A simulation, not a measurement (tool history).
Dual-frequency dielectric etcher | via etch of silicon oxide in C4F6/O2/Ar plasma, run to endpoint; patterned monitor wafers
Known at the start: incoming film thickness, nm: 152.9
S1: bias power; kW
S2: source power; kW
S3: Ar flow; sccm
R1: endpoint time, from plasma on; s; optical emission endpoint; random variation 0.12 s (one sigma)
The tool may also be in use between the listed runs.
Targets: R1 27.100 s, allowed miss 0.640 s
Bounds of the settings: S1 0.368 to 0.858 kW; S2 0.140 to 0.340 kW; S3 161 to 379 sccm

run,hour,S1,S2,S3,R1
1,0.0,0.613,0.240,270,32.470
2,1.4,0.681,0.240,270,31.269
3,6.0,0.681,0.240,244,30.743
4,14.3,0.695,0.240,243,30.799
5,16.7,0.695,0.200,243,33.620
6,17.3,0.709,0.210,242,32.799
7,19.0,0.721,0.220,241,31.715
8,20.0,0.732,0.220,240,31.368
9,24.8,0.743,0.220,239,31.339
10,27.1,0.752,0.220,238,31.026
11,34.5,0.761,0.220,237,30.915

Which of these 4 next moves meets every target?
A,41.9,0.845,0.260,224,?
B,41.9,0.716,0.170,218,?
C,41.9,0.805,0.220,202,?
D,41.9,0.672,0.210,246,?

move,R1
A,27.399
B,36.045
C,29.878
D,33.380
A: meets every target
B: further off than the last run
C: nearer than the last run, and not there yet
D: further off than the last run
Move A is the one to make.

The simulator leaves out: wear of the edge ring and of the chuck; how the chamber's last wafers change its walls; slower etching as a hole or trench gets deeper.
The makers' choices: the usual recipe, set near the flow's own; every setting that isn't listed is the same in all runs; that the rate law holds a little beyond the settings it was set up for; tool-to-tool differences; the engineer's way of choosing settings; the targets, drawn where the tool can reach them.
